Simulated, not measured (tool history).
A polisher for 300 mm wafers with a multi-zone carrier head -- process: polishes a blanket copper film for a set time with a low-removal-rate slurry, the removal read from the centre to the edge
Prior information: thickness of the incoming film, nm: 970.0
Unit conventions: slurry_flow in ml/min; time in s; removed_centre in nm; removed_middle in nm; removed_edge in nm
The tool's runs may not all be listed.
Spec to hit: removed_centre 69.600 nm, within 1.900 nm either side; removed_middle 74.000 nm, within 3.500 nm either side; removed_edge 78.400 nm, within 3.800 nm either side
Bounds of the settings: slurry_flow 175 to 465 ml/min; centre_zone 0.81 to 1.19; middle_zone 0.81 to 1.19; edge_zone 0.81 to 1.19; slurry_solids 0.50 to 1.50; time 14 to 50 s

Run 1, hour 0.0: slurry_flow 295 ml/min, centre_zone 1.00, middle_zone 1.00, edge_zone 1.00, slurry_solids 1.00, time 32 s. Result: removed_centre 86.568 nm, removed_middle 84.054 nm, removed_edge 88.255 nm.
Run 2, hour 3.3: slurry_flow 290 ml/min, centre_zone 0.97, middle_zone 0.99, edge_zone 0.98, slurry_solids 0.95, time 32 s. Result: removed_centre 82.153 nm, removed_middle 83.158 nm, removed_edge 88.020 nm.
Run 3, hour 4.8: slurry_flow 290 ml/min, centre_zone 0.96, middle_zone 0.99, edge_zone 0.97, slurry_solids 0.90, time 32 s. Result: removed_centre 81.039 nm, removed_middle 80.728 nm, removed_edge 84.184 nm.
Run 4, hour 8.8: slurry_flow 285 ml/min, centre_zone 0.94, middle_zone 0.98, edge_zone 0.96, slurry_solids 0.85, time 32 s. Result: removed_centre 77.736 nm, removed_middle 79.386 nm, removed_edge 81.839 nm.
Run 5, hour 13.7: slurry_flow 285 ml/min, centre_zone 0.94, middle_zone 1.05, edge_zone 0.96, slurry_solids 0.85, time 32 s. Result: removed_centre 78.696 nm, removed_middle 83.120 nm, removed_edge 84.221 nm.
Run 6, hour 14.7: slurry_flow 285 ml/min, centre_zone 0.94, middle_zone 1.05, edge_zone 0.90, slurry_solids 0.85, time 32 s. Result: removed_centre 77.843 nm, removed_middle 82.985 nm, removed_edge 82.628 nm.
Run 7, hour 20.7: slurry_flow 285 ml/min, centre_zone 0.94, middle_zone 1.05, edge_zone 0.90, slurry_solids 0.85, time 32 s. Result: removed_centre 79.338 nm, removed_middle 83.367 nm, removed_edge 81.466 nm.
Run 8, hour 28.5: slurry_flow 280 ml/min, centre_zone 0.92, middle_zone 1.02, edge_zone 0.91, slurry_solids 0.85, time 32 s. Result: removed_centre 76.645 nm, removed_middle 83.598 nm, removed_edge 80.074 nm.
Run 9, hour 36.5: slurry_flow 280 ml/min, centre_zone 0.91, middle_zone 1.01, edge_zone 0.94, slurry_solids 0.80, time 32 s. Result: removed_centre 75.460 nm, removed_middle 81.317 nm, removed_edge 79.970 nm.
Run 10, hour 40.2: slurry_flow 280 ml/min, centre_zone 0.90, middle_zone 0.99, edge_zone 0.97, slurry_solids 0.80, time 32 s. Result: removed_centre 73.945 nm, removed_middle 80.341 nm, removed_edge 81.767 nm.
Run 11, hour 46.3: slurry_flow 275 ml/min, centre_zone 0.90, middle_zone 0.97, edge_zone 0.98, slurry_solids 0.80, time 32 s. Result: removed_centre 74.453 nm, removed_middle 78.307 nm, removed_edge 81.686 nm.
Run 12, hour 53.3: slurry_flow 270 ml/min, centre_zone 0.89, middle_zone 0.96, edge_zone 0.98, slurry_solids 0.80, time 32 s. Result: removed_centre 74.069 nm, removed_middle 77.984 nm, removed_edge 81.283 nm.
Run 13, hour 60.1: slurry_flow 270 ml/min, centre_zone 0.88, middle_zone 0.95, edge_zone 0.98, slurry_solids 0.80, time 32 s. Result: removed_centre 73.133 nm, removed_middle 77.331 nm, removed_edge 81.750 nm.

Exercise: of the 4 proposed moves below, exactly one satisfies all targets within the stated allowed misses. Which move is it?
Run A, hour 66.9: slurry_flow 340 ml/min, centre_zone 0.82, middle_zone 0.86, edge_zone 1.05, slurry_solids 0.95, time 32 s. Result: removed_centre ?, removed_middle ?, removed_edge ?.
Run B, hour 66.9: slurry_flow 285 ml/min, centre_zone 0.88, middle_zone 0.81, edge_zone 1.03, slurry_solids 0.90, time 33 s. Result: removed_centre ?, removed_middle ?, removed_edge ?.
Run C, hour 66.9: slurry_flow 180 ml/min, centre_zone 0.97, middle_zone 0.90, edge_zone 0.98, slurry_solids 0.85, time 32 s. Result: removed_centre ?, removed_middle ?, removed_edge ?.
Run D, hour 66.9: slurry_flow 320 ml/min, centre_zone 0.88, middle_zone 0.95, edge_zone 0.99, slurry_solids 0.95, time 29 s. Result: removed_centre ?, removed_middle ?, removed_edge ?.

move  removed_centre  removed_middle  removed_edge
   A          72.277          74.707        88.388
   B          76.493          71.096        87.965
   C          73.583          69.161        77.912
   D          69.102          73.102        77.402
A: further off than the last run
B: further off than the last run
C: further off than the last run
D: meets every target
D meets every target.
